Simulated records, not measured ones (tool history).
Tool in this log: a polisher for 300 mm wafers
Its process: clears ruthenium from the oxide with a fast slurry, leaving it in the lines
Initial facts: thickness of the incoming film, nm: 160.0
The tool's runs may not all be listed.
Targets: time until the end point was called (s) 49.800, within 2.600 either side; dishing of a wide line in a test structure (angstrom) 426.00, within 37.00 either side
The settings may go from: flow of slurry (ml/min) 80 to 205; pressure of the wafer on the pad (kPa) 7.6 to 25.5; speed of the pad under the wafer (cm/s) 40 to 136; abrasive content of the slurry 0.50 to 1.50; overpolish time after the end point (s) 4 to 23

run    day  flow of slurry (ml/min)  pressure of the wafer on the pad (kPa)  speed of the pad under the wafer (cm/s)  abrasive content of the slurry  overpolish time after the end point (s)  time until the end point was called (s)  dishing of a wide line in a test structure (angstrom)
  1  0.000                      135                                    16.5                                       88                            1.00                                       12                                   68.671                                                 273.08
  2  0.246                      135                                    16.5                                       72                            1.00                                       12                                   83.183                                                 207.54
  3  0.483                      135                                    16.5                                       52                            1.00                                       12                                  117.150                                                 161.65
  4  0.758                      135                                    16.5                                       52                            0.90                                       12                                  117.700                                                 153.15
  5  1.088                      135                                    18.6                                       56                            0.90                                       13                                   98.918                                                 196.57
  6  1.138                      135                                    20.0                                       60                            0.90                                       13                                   87.571                                                 221.09
  7  1.442                      135                                    21.4                                       64                            0.90                                       13                                   79.142                                                 249.29
  8  1.546                      135                                    22.1                                       68                            0.90                                       13                                   72.624                                                 271.55
  9  1.729                      135                                    22.8                                       72                            0.90                                       13                                   65.782                                                 286.02
 10  1.950                      135                                    23.4                                       74                            0.90                                       13                                   64.659                                                 294.37
     2.258  -- worn pad replaced by a new one
 11  2.258                      135                                    24.1                                       76                            0.90                                       13                                   53.536                                                 355.32
 12  2.629                      140                                    24.8                                       76                            0.90                                       14                                   51.839                                                 363.10

Which one of the following 4 next-run settings gets every result inside its allowed miss? There is exactly one.
  A  3.000                      135                                    24.1                                       76                            0.95                                       13                                        ?                                                      ?
  B  3.000                      130                                    22.8                                       76                            1.00                                       14                                        ?                                                      ?
  C  3.000                      100                                    22.1                                      102                            0.80                                       15                                        ?                                                      ?
  D  3.000                      140                                    21.4                                       80                            0.95                                       17                                        ?                                                      ?

move  time until the end point was called (s)  dishing of a wide line in a test structure (angstrom)
   A                                   53.022                                                 369.88
   B                                   55.028                                                 382.61
   C                                   49.440                                                 448.80
   D                                   55.964                                                 449.29
A: an improvement on the last run, though not all results are within tolerance
B: its largest miss is bigger than the last run's
C: all results land within tolerance of their targets
D: corrects the largest miss of the last run, while another result sits out of spec
C is the move that brings every result within its allowed miss.
